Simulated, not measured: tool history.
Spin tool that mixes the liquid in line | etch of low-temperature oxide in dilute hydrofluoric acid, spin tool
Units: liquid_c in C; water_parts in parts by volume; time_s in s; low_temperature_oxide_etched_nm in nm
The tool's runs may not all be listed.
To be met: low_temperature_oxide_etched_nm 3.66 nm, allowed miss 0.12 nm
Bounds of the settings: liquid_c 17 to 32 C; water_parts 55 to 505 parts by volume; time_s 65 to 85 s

run  hour  liquid_c  water_parts  time_s  low_temperature_oxide_etched_nm
  1     0        24          280      85                            7.264
  2   5.2      22.5          305      85                           6.2461
  3    11      21.5          330      85                           5.4565
  4  19.7      20.5          350      85                           4.9759
  5  20.9      20.5          305      85                           5.7808
  6  28.9      19.5          330      85                           5.0297
  7  33.1        19          345      85                           4.7249
  8  35.4        19          345      85                           4.7145
  9  36.3        19          345      85                           4.7158
 10  44.6      18.5          360      85                           4.4195
 11  50.5        18          370      85                            4.176
 12  55.4        18          375      85                           4.0868
 13  56.4        18          380      85                           3.9985
 14    65        18          385      85                           4.0045
 15  67.7        18          390      85                           3.8406

5 next moves are on the table. One of them brings every result within its allowed miss. Which?
  A  70.4      18.5          335      65                                ?
  B  70.4      18.5          340      75                                ?
  C  70.4        18          375      85                                ?
  D  70.4      17.5          370      85                                ?
  E  70.4      18.5          390      85                                ?

move  low_temperature_oxide_etched_nm
   A                           3.7201
   B                           4.2116
   C                           4.1295
   D                           4.1267
   E                           3.9938
A: meets every target
B: further off than the last run
C: further off than the last run
D: further off than the last run
E: further off than the last run
The right move is A.
